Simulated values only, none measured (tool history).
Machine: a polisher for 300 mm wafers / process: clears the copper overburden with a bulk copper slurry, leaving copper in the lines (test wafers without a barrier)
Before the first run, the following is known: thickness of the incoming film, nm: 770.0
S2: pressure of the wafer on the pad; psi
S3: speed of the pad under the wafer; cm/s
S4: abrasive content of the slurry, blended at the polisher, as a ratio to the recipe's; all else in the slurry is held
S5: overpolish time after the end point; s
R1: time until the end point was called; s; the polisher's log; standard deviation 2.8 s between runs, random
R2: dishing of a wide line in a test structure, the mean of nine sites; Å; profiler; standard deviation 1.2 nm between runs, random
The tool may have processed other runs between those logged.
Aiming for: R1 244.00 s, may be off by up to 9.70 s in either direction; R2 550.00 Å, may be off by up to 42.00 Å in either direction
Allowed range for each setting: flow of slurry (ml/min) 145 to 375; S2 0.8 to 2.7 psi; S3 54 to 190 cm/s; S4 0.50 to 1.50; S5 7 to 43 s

{"run": 1, "hour": 0.0, "flow of slurry (ml/min)": 240, "S2": 1.7, "S3": 122, "S4": 1.0, "S5": 22, "R1": 148.46, "R2": 533.41}
{"run": 2, "hour": 1.1, "flow of slurry (ml/min)": 240, "S2": 1.7, "S3": 122, "S4": 1.0, "S5": 18, "R1": 143.25, "R2": 481.21}
{"run": 3, "hour": 1.7, "flow of slurry (ml/min)": 240, "S2": 1.6, "S3": 122, "S4": 1.0, "S5": 21, "R1": 155.59, "R2": 513.69}
{"run": 4, "hour": 6.8, "flow of slurry (ml/min)": 265, "S2": 1.6, "S3": 122, "S4": 1.0, "S5": 21, "R1": 152.72, "R2": 517.16}
{"run": 5, "hour": 8.6, "flow of slurry (ml/min)": 265, "S2": 1.5, "S3": 122, "S4": 1.0, "S5": 23, "R1": 165.65, "R2": 510.24}
{"run": 6, "hour": 17.0, "flow of slurry (ml/min)": 265, "S2": 1.5, "S3": 122, "S4": 1.0, "S5": 20, "R1": 161.69, "R2": 466.73}
{"run": 7, "hour": 24.0, "flow of slurry (ml/min)": 265, "S2": 1.4, "S3": 122, "S4": 1.0, "S5": 22, "R1": 176.93, "R2": 466.05}
{"run": 8, "hour": 32.4, "flow of slurry (ml/min)": 265, "S2": 1.4, "S3": 122, "S4": 1.0, "S5": 24, "R1": 171.91, "R2": 485.21}
{"run": 9, "hour": 39.9, "flow of slurry (ml/min)": 265, "S2": 1.3, "S3": 120, "S4": 1.0, "S5": 27, "R1": 188.3, "R2": 475.32}
{"run": 10, "hour": 43.6, "flow of slurry (ml/min)": 275, "S2": 1.3, "S3": 118, "S4": 1.0, "S5": 29, "R1": 192.67, "R2": 505.83}
{"run": 11, "hour": 48.2, "flow of slurry (ml/min)": 275, "S2": 1.3, "S3": 118, "S4": 1.0, "S5": 31, "R1": 194.66, "R2": 521.86}
{"run": 12, "hour": 53.0, "flow of slurry (ml/min)": 270, "S2": 0.9, "S3": 114, "S4": 1.0, "S5": 41, "R1": 285.06, "R2": 438.27}
{"run": 13, "hour": 54.3, "flow of slurry (ml/min)": 280, "S2": 0.9, "S3": 114, "S4": 1.0, "S5": 41, "R1": 279.49, "R2": 453.3}
{"run": 14, "hour": 60.0, "flow of slurry (ml/min)": 290, "S2": 0.9, "S3": 114, "S4": 1.0, "S5": 41, "R1": 286.4, "R2": 470.59}
{"run": 15, "hour": 67.6, "flow of slurry (ml/min)": 300, "S2": 1.0, "S3": 114, "S4": 1.0, "S5": 40, "R1": 255.32, "R2": 495.05}
{"run": 16, "hour": 71.7, "flow of slurry (ml/min)": 305, "S2": 1.0, "S3": 114, "S4": 1.0, "S5": 40, "R1": 251.88, "R2": 477.31}
{"run": 17, "hour": 72.7, "flow of slurry (ml/min)": 300, "S2": 1.0, "S3": 112, "S4": 1.0, "S5": 40, "R1": 252.99, "R2": 500.94}
{"run": 18, "hour": 76.1, "flow of slurry (ml/min)": 305, "S2": 1.0, "S3": 112, "S4": 1.0, "S5": 40, "R1": 254.15, "R2": 467.77}
{"hour": 84.9, "done": "slurry blender recalibrated"}
{"run": 19, "hour": 84.9, "flow of slurry (ml/min)": 295, "S2": 1.0, "S3": 112, "S4": 1.0, "S5": 40, "R1": 236.1, "R2": 504.11}
{"run": 20, "hour": 87.7, "flow of slurry (ml/min)": 295, "S2": 1.0, "S3": 118, "S4": 0.95, "S5": 40, "R1": 225.66, "R2": 515.52}
{"run": 21, "hour": 94.5, "flow of slurry (ml/min)": 290, "S2": 1.0, "S3": 106, "S4": 0.95, "S5": 43, "R1": 252.55, "R2": 499.03}
{"run": 22, "hour": 100.7, "flow of slurry (ml/min)": 300, "S2": 1.0, "S3": 106, "S4": 0.95, "S5": 43, "R1": 249.83, "R2": 501.24}
{"run": 23, "hour": 106.1, "flow of slurry (ml/min)": 310, "S2": 1.0, "S3": 106, "S4": 1.0, "S5": 43, "R1": 245.48, "R2": 520.0}

Which of these 5 next moves meets every target?
{"run": "A", "hour": 111.5, "flow of slurry (ml/min)": 275, "S2": 1.3, "S3": 76, "S4": 1.35, "S5": 43, "R1": "?", "R2": "?"}
{"run": "B", "hour": 111.5, "flow of slurry (ml/min)": 325, "S2": 1.0, "S3": 106, "S4": 0.95, "S5": 38, "R1": "?", "R2": "?"}
{"run": "C", "hour": 111.5, "flow of slurry (ml/min)": 335, "S2": 1.0, "S3": 114, "S4": 0.8, "S5": 37, "R1": "?", "R2": "?"}
{"run": "D", "hour": 111.5, "flow of slurry (ml/min)": 355, "S2": 1.1, "S3": 108, "S4": 0.7, "S5": 35, "R1": "?", "R2": "?"}
{"run": "E", "hour": 111.5, "flow of slurry (ml/min)": 370, "S2": 1.2, "S3": 92, "S4": 1.15, "S5": 38, "R1": "?", "R2": "?"}

move=A R1=245.22 R2=558.39
move=B R1=251.10 R2=488.16
move=C R1=247.08 R2=485.95
move=D R1=248.10 R2=484.81
move=E R1=225.59 R2=537.12
A: all results in spec
B: moves away from the targets compared with the last run
C: moves away from the targets compared with the last run
D: moves away from the targets compared with the last run
E: meets the target for the result that was furthest off, but another lies outside its allowed miss
The move that meets every target is A.

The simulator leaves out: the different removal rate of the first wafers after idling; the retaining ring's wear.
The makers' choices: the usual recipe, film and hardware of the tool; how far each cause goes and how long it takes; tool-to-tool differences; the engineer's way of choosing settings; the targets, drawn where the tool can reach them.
